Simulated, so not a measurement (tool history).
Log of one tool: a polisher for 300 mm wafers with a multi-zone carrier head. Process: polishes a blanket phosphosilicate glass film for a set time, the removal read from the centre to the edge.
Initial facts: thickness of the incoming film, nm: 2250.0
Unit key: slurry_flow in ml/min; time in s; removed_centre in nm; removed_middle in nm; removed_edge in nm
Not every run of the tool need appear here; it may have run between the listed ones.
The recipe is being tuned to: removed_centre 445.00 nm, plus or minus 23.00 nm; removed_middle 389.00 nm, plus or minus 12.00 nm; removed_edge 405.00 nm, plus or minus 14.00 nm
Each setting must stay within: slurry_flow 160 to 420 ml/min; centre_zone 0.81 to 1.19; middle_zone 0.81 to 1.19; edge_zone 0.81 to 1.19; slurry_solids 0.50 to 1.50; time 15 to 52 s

run,day,slurry_flow,centre_zone,middle_zone,edge_zone,slurry_solids,time,removed_centre,removed_middle,removed_edge
1,0.000,270,1.00,1.00,1.00,1.00,33,332.98,319.52,319.90
2,0.108,270,1.00,1.00,0.95,1.00,33,329.22,322.56,321.03
3,0.208,270,1.04,1.00,0.95,1.00,33,350.51,321.94,322.65
4,0.333,270,1.04,1.00,0.95,1.15,33,374.14,343.31,340.53
5,0.667,270,1.04,1.00,1.02,1.15,33,371.41,339.42,343.41
6,0.800,230,1.04,1.00,1.02,1.15,33,364.29,333.14,347.34
7,1.083,215,1.14,1.06,1.11,1.40,33,414.17,370.36,379.49
8,1.438,225,1.15,1.06,1.12,1.45,33,430.59,382.96,393.42

Below are 4 possible settings for the next run. Only one of them brings all results inside the allowed miss of their targets. Which is it?
A,1.792,280,1.13,1.04,1.12,1.50,31,?,?,?
B,1.792,225,1.04,1.05,1.16,1.50,33,?,?,?
C,1.792,225,1.19,1.05,0.93,1.40,34,?,?,?
D,1.792,220,1.14,1.03,1.14,1.45,34,?,?,?

move,removed_centre,removed_middle,removed_edge
A,427.94,374.86,382.77
B,408.22,391.35,404.24
C,465.56,392.60,374.96
D,451.27,390.20,407.63
A: its largest miss is bigger than the last run's
B: brings the result that was furthest off to its target, and leaves another outside
C: its largest miss is bigger than the last run's
D: in spec on every target
The right move is D.
